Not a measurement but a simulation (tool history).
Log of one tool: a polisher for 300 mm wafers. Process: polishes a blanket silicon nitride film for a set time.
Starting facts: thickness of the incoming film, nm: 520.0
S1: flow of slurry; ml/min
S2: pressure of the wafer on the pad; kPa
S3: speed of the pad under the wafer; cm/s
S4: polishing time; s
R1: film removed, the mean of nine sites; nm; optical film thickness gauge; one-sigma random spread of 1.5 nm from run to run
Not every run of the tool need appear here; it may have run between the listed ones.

run  hour   S1    S2   S3   S4      R1
  1   0.0  250  21.4  110  108  153.70
  2   6.3  250  20.7  110  108  148.34
  3   9.0  250  20.7  110  108  147.22
  4  16.0  250  20.0  110  108  146.41
  5  19.7  250  19.3  110  108  141.28
     21.5  -- worn pad replaced by a new one
  6  21.5  250  18.6  110  108  158.80
  7  28.5  250  18.6  110  108  157.62
  8  35.8  250  20.0  108  108  162.79
  9  41.8  245  19.3  114  108  163.45
 10  49.3  260  19.3  112  108  165.02
 11  53.1  250  19.3  112  108  160.67
 12  57.6  245  20.0  110  108  161.40
 13  61.8  260  20.0  110  108  163.39

The next listed run, before its measurement:
 14  65.2  250  20.0  110  108   ?

R1: 159.66 nm

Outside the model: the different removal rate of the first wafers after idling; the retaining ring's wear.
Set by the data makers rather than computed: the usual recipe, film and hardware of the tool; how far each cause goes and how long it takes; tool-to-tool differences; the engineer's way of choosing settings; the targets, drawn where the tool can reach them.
